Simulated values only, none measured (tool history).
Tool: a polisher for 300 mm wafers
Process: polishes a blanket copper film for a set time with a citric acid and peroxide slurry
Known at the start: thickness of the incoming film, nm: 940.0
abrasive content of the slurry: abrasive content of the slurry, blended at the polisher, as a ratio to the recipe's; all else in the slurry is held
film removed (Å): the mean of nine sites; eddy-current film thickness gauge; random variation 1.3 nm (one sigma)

run	hour	flow of slurry (ml/min)	pressure of the wafer on the pad (kPa)	speed of the pad under the wafer (m/s)	abrasive content of the slurry	polishing time (s)	film removed (Å)
1	0	300	26.2	0.82	1	96	2135.4
2	6.7	300	24.1	0.82	1	96	1925.8
3	9.1	300	22.8	0.82	1	96	1827.3
4	14.6	300	22.8	1.02	1	96	2231.2
5	15.7	300	22.8	1.02	1	96	2208.5
6	23.9	300	26.2	1.02	1	96	2521.4
7	26.9	300	22.8	1.02	1	96	2218.5
8	28.2	300	20.7	1.02	1	96	2005.6
9	32.5	300	19.3	1.02	1	96	1877

Forecast run 10:
10	35.7	300	18.6	1.02	1	96	?

Run 10 gave film removed (Å) 1833.7.
